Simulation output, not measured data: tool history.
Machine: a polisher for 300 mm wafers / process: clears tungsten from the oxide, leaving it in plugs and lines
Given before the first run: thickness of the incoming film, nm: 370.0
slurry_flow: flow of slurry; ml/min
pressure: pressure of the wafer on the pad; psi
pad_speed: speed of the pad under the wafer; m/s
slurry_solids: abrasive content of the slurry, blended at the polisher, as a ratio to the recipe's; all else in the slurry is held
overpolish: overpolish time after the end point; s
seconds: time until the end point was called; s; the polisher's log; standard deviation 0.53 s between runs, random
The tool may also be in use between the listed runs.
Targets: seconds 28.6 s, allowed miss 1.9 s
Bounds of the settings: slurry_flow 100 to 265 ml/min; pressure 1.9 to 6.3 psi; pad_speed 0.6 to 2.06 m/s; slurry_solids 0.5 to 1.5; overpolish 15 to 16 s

Run 1, hour 0: slurry_flow 170 ml/min, pressure 4.1 psi, pad_speed 1.32 m/s, slurry_solids 1, overpolish 15 s. Result: seconds 53.1 s.
Run 2, hour 1.1: slurry_flow 170 ml/min, pressure 4.1 psi, pad_speed 1.32 m/s, slurry_solids 1, overpolish 15 s. Result: seconds 52.807 s.
Run 3, hour 5: slurry_flow 170 ml/min, pressure 4.3 psi, pad_speed 1.34 m/s, slurry_solids 1, overpolish 15 s. Result: seconds 51.375 s.
Run 4, hour 13.2: slurry_flow 170 ml/min, pressure 4.5 psi, pad_speed 1.38 m/s, slurry_solids 1, overpolish 15 s. Result: seconds 47.395 s.
Run 5, hour 15.9: slurry_flow 170 ml/min, pressure 4.7 psi, pad_speed 1.4 m/s, slurry_solids 1, overpolish 15 s. Result: seconds 44.387 s.
Run 6, hour 19.3: slurry_flow 170 ml/min, pressure 4.8 psi, pad_speed 1.42 m/s, slurry_solids 1, overpolish 15 s. Result: seconds 42.993 s.
Run 7, hour 27.7: slurry_flow 170 ml/min, pressure 4.9 psi, pad_speed 1.44 m/s, slurry_solids 1, overpolish 15 s. Result: seconds 41.85 s.
Run 8, hour 30.7: slurry_flow 170 ml/min, pressure 5 psi, pad_speed 1.46 m/s, slurry_solids 1, overpolish 15 s. Result: seconds 38.3 s.
Run 9, hour 33.9: slurry_flow 170 ml/min, pressure 5.1 psi, pad_speed 1.46 m/s, slurry_solids 1, overpolish 15 s. Result: seconds 38.937 s.
Run 10, hour 35.9: slurry_flow 170 ml/min, pressure 5.2 psi, pad_speed 1.46 m/s, slurry_solids 1, overpolish 15 s. Result: seconds 38.358 s.
Run 11, hour 39.2: slurry_flow 170 ml/min, pressure 5.3 psi, pad_speed 1.48 m/s, slurry_solids 1, overpolish 15 s. Result: seconds 36.58 s.
Run 12, hour 40.4: slurry_flow 170 ml/min, pressure 5.4 psi, pad_speed 1.48 m/s, slurry_solids 1, overpolish 15 s. Result: seconds 36.506 s.
Run 13, hour 46.6: slurry_flow 170 ml/min, pressure 5.5 psi, pad_speed 1.5 m/s, slurry_solids 1, overpolish 15 s. Result: seconds 34.663 s.
Run 14, hour 54.6: slurry_flow 170 ml/min, pressure 5.6 psi, pad_speed 1.5 m/s, slurry_solids 1, overpolish 15 s. Result: seconds 34.185 s.
Run 15, hour 58.3: slurry_flow 170 ml/min, pressure 5.7 psi, pad_speed 1.5 m/s, slurry_solids 1, overpolish 15 s. Result: seconds 34.866 s.
Run 16, hour 66.3: slurry_flow 170 ml/min, pressure 5.8 psi, pad_speed 1.52 m/s, slurry_solids 1, overpolish 15 s. Result: seconds 34.563 s.
Run 17, hour 75.3: slurry_flow 170 ml/min, pressure 5.8 psi, pad_speed 1.54 m/s, slurry_solids 1, overpolish 15 s. Result: seconds 32.905 s.
Run 18, hour 77.9: slurry_flow 170 ml/min, pressure 6.1 psi, pad_speed 1.58 m/s, slurry_solids 1, overpolish 15 s. Result: seconds 29.279 s.

Which of these 5 next moves meets every target?
Run A, hour 80.5: slurry_flow 200 ml/min, pressure 5.9 psi, pad_speed 1.7 m/s, slurry_solids 1, overpolish 15 s. Result: seconds ?.
Run B, hour 80.5: slurry_flow 145 ml/min, pressure 6.3 psi, pad_speed 1.38 m/s, slurry_solids 1.1, overpolish 15 s. Result: seconds ?.
Run C, hour 80.5: slurry_flow 170 ml/min, pressure 5.9 psi, pad_speed 1.56 m/s, slurry_solids 1, overpolish 16 s. Result: seconds ?.
Run D, hour 80.5: slurry_flow 165 ml/min, pressure 5.6 psi, pad_speed 1.64 m/s, slurry_solids 1.05, overpolish 15 s. Result: seconds ?.
Run E, hour 80.5: slurry_flow 170 ml/min, pressure 5.9 psi, pad_speed 1.64 m/s, slurry_solids 0.8, overpolish 16 s. Result: seconds ?.

move  seconds
   A   30.033
   B   34.201
   C   32.868
   D   32.915
   E   32.669
A: every result lands within tolerance
B: further off than the last run
C: further off than the last run
D: further off than the last run
E: further off than the last run
The move that meets every target is A.

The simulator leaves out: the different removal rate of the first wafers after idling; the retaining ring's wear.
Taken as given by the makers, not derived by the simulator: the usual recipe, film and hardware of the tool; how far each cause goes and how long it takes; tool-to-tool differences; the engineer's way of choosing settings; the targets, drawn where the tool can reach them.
